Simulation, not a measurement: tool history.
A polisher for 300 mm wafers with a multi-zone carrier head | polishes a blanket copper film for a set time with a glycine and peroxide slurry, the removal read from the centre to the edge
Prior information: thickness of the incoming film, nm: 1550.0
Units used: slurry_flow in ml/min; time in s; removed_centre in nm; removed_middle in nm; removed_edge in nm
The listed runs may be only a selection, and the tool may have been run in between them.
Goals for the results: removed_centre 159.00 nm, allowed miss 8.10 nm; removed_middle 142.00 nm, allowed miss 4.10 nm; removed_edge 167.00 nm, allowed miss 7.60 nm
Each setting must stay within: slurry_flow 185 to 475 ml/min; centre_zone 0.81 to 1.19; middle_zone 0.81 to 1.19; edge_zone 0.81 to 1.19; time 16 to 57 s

| run | hour | slurry_flow | centre_zone | middle_zone | edge_zone | time | removed_centre | removed_middle | removed_edge |
|---|---|---|---|---|---|---|---|---|---|
| 1 | 0.0 | 305 | 1.00 | 1.00 | 1.00 | 36 | 157.05 | 160.58 | 151.96 |
| 2 | 1.4 | 295 | 1.00 | 0.95 | 1.04 | 36 | 153.98 | 151.12 | 157.46 |
| 3 | 9.4 | 290 | 1.01 | 0.93 | 1.05 | 36 | 159.07 | 149.59 | 156.94 |
| 4 | 16.9 | 290 | 1.01 | 0.93 | 1.05 | 30 | 134.64 | 124.23 | 130.47 |
| 5 | 20.1 | 290 | 1.01 | 0.99 | 1.05 | 30 | 133.44 | 129.91 | 126.79 |
| 6 | 26.3 | 300 | 1.01 | 0.96 | 1.08 | 32 | 139.28 | 135.51 | 141.05 |
| 7 | 32.9 | 315 | 1.03 | 0.94 | 1.11 | 33 | 150.13 | 137.04 | 144.45 |
| 8 | 39.4 | 310 | 1.02 | 0.92 | 1.12 | 34 | 156.56 | 141.05 | 151.39 |
| 9 | 41.1 | 305 | 1.00 | 0.90 | 1.13 | 35 | 156.26 | 141.14 | 158.34 |
| 10 | 46.7 | 305 | 0.99 | 0.89 | 1.14 | 35 | 151.35 | 140.57 | 156.63 |

Exactly one of the 5 candidate moves below puts every result within its allowed miss. Which one?
| A | 52.3 | 310 | 0.87 | 0.84 | 1.12 | 37 | ? | ? | ? |
| B | 52.3 | 315 | 1.08 | 0.96 | 1.11 | 33 | ? | ? | ? |
| C | 52.3 | 290 | 1.03 | 0.81 | 1.19 | 39 | ? | ? | ? |
| D | 52.3 | 250 | 0.97 | 0.84 | 1.10 | 38 | ? | ? | ? |
| E | 52.3 | 320 | 1.02 | 0.88 | 1.17 | 39 | ? | ? | ? |

| move | removed_centre | removed_middle | removed_edge |
|---|---|---|---|
| A | 144.31 | 142.73 | 167.56 |
| B | 160.35 | 142.19 | 148.63 |
| C | 179.53 | 145.34 | 181.78 |
| D | 163.11 | 144.68 | 168.88 |
| E | 178.98 | 156.47 | 180.79 |
A: corrects the largest miss of the last run, while another result sits out of spec
B: further off than the last run
C: takes the result that was furthest off past its target
D: all results in spec
E: takes the result that was furthest off past its target
D is the move that brings every result within its allowed miss.

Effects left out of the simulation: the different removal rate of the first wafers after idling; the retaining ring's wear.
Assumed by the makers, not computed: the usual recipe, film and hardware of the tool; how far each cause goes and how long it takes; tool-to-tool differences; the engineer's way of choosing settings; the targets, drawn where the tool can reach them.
